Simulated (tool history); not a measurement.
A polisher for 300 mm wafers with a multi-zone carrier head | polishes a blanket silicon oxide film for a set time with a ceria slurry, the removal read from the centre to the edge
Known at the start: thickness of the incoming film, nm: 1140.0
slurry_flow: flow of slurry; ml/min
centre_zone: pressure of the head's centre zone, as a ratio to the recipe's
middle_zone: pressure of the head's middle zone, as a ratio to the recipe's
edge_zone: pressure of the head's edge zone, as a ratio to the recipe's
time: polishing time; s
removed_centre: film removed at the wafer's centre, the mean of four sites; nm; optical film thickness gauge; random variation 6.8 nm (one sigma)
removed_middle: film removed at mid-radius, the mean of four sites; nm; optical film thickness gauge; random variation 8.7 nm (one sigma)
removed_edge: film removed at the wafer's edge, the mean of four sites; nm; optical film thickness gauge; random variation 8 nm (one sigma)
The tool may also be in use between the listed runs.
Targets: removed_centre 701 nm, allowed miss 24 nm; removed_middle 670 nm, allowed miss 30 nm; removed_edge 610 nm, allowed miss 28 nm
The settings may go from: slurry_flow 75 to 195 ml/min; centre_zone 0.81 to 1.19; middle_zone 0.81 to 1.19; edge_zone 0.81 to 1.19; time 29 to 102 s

run    day  slurry_flow  centre_zone  middle_zone  edge_zone  time  removed_centre  removed_middle  removed_edge
  1      0          125            1            1          1    65          468.53          430.11        422.13
  2  0.179          125         0.94            1          1    65          447.34          430.04        426.32
  3  0.471          135         0.96         1.02       1.02    69          495.68          473.11        453.87
  4  0.571          135         0.96         1.08       1.02    69          496.96          481.58        460.37
     0.617  -- centre zone pressure recalibrated
  5  0.617          135         0.91         1.08       1.02    69          426.22          493.14        453.94
  6  0.904          140         0.93         1.09       1.03    72          459.88          540.04        482.95
  7  0.954          145         0.96         1.09       1.05    74           487.7           542.8        506.99
  8  1.029          150         0.99          1.1       1.04    76          522.06          580.87        507.99
  9   1.25          150         1.02         1.09       1.06    78          556.61          575.24        534.76
 10  1.412          155         1.04         1.09       1.06    80          582.38          604.69        547.47
 11  1.588          160         1.06         1.09       1.07    81          602.86          609.73        559.05

5 next moves are on the table. One of them brings every result within its allowed miss. Which?
  A  1.762          160         0.92         1.19       1.08    85               ?               ?             ?
  B  1.762          120         0.82         1.03       1.19    91               ?               ?             ?
  C  1.762          150         1.05         1.18       1.08    79               ?               ?             ?
  D  1.762          120         1.14         1.09       1.01    95               ?               ?             ?
  E  1.762          155         0.86         1.19       1.16    83               ?               ?             ?

move  removed_centre  removed_middle  removed_edge
   A          558.12          676.29        585.99
   B          497.66           600.4         622.3
   C          580.12          615.78        539.77
   D          711.63          656.83         612.4
   E          507.67          656.52        584.53
A: further off than the last run
B: further off than the last run
C: further off than the last run
D: meets every target
E: further off than the last run
The right move is D.

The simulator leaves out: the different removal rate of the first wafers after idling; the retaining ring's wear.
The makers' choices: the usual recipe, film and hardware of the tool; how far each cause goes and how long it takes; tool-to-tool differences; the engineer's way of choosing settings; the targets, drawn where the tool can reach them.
